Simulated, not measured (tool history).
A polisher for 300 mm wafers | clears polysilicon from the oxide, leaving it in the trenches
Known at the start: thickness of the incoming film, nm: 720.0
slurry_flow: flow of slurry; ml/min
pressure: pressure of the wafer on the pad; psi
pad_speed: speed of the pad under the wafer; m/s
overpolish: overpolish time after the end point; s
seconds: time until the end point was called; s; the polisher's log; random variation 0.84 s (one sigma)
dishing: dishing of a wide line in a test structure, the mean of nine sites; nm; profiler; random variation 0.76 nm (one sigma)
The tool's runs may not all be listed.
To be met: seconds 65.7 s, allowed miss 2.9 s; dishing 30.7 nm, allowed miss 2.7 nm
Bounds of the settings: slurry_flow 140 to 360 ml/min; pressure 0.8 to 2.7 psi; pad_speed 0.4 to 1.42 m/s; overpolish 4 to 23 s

run	hour	slurry_flow	pressure	pad_speed	overpolish	seconds	dishing
1	0	230	1.7	0.9	12	93.158	43.905
2	8.3	230	2	0.9	12	78.908	47.124
3	9.4	230	2	0.9	9	79.951	42.718
4	10.2	230	2	0.9	12	81.864	47.413
5	19.3	230	2	0.9	15	77.988	48.24
6	25.3	230	2.2	0.86	12	76.839	47.557
7	32.6	215	2.1	0.94	10	72.996	45.147
8	38.4	190	2	1	8	74.106	40.422

4 next moves are on the table. One of them brings every result within its allowed miss. Which?
A	44.2	185	2	1	6	?	?
B	44.2	155	2.3	1.02	4	?	?
C	44.2	145	2.1	1.02	4	?	?
D	44.2	185	1.8	1.16	7	?	?

move	seconds	dishing
A	72.672	35.815
B	63.851	30.495
C	70.553	28.598
D	69.672	39.493
A: nearer than the last run, and not there yet
B: meets every target
C: brings the result that was furthest off to its target, and leaves another outside
D: nearer than the last run, and not there yet
Answer: B

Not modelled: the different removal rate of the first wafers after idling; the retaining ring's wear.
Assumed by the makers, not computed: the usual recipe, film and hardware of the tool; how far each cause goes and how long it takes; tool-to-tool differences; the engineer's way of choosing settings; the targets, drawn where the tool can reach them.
